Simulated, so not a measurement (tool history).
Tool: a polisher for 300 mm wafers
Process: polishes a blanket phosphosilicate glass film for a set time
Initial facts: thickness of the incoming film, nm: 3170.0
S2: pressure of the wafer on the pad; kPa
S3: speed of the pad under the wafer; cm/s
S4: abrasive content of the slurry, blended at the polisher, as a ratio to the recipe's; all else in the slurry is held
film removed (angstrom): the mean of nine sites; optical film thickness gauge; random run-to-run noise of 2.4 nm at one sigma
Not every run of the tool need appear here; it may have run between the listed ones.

Run 1, hour 0.0: flow of slurry (ml/min) 195, S2 26.9 kPa, S3 128 cm/s, S4 1.0, polishing time (s) 57. Result: film removed (angstrom) 6209.7.
Run 2, hour 6.6: flow of slurry (ml/min) 195, S2 31.7 kPa, S3 128 cm/s, S4 1.0, polishing time (s) 57. Result: film removed (angstrom) 7245.0.
Run 3, hour 10.7: flow of slurry (ml/min) 195, S2 31.7 kPa, S3 128 cm/s, S4 1.1, polishing time (s) 57. Result: film removed (angstrom) 7556.2.
Run 4, hour 16.6: flow of slurry (ml/min) 190, S2 25.5 kPa, S3 122 cm/s, S4 1.1, polishing time (s) 57. Result: film removed (angstrom) 5876.4.
Run 5, hour 22.2: flow of slurry (ml/min) 210, S2 25.5 kPa, S3 122 cm/s, S4 1.1, polishing time (s) 57. Result: film removed (angstrom) 5977.3.
Run 6, hour 25.1: flow of slurry (ml/min) 200, S2 21.4 kPa, S3 120 cm/s, S4 1.1, polishing time (s) 57. Result: film removed (angstrom) 4914.1.
Run 7, hour 32.7: flow of slurry (ml/min) 160, S2 13.8 kPa, S3 118 cm/s, S4 1.1, polishing time (s) 57. Result: film removed (angstrom) 3150.1.
Run 8, hour 36.9: flow of slurry (ml/min) 175, S2 13.8 kPa, S3 118 cm/s, S4 1.1, polishing time (s) 57. Result: film removed (angstrom) 3184.7.
Run 9, hour 41.8: flow of slurry (ml/min) 190, S2 13.8 kPa, S3 118 cm/s, S4 1.1, polishing time (s) 57. Result: film removed (angstrom) 3192.5.
Run 10, hour 48.2: flow of slurry (ml/min) 195, S2 17.2 kPa, S3 118 cm/s, S4 1.1, polishing time (s) 57. Result: film removed (angstrom) 4014.8.
Run 11, hour 55.2: flow of slurry (ml/min) 195, S2 17.2 kPa, S3 118 cm/s, S4 1.1, polishing time (s) 57. Result: film removed (angstrom) 3945.3.
Run 12, hour 63.1: flow of slurry (ml/min) 180, S2 17.2 kPa, S3 118 cm/s, S4 1.1, polishing time (s) 57. Result: film removed (angstrom) 3942.3.
Run 13, hour 64.1: flow of slurry (ml/min) 175, S2 16.5 kPa, S3 118 cm/s, S4 1.1, polishing time (s) 57. Result: film removed (angstrom) 3745.4.
Run 14, hour 71.3: flow of slurry (ml/min) 175, S2 16.5 kPa, S3 118 cm/s, S4 1.1, polishing time (s) 57. Result: film removed (angstrom) 3718.0.

The next listed run, before its measurement:
Run 15, hour 79.7: flow of slurry (ml/min) 165, S2 16.5 kPa, S3 118 cm/s, S4 1.1, polishing time (s) 57. Result: film removed (angstrom) ?.

film removed (angstrom): 3718.5
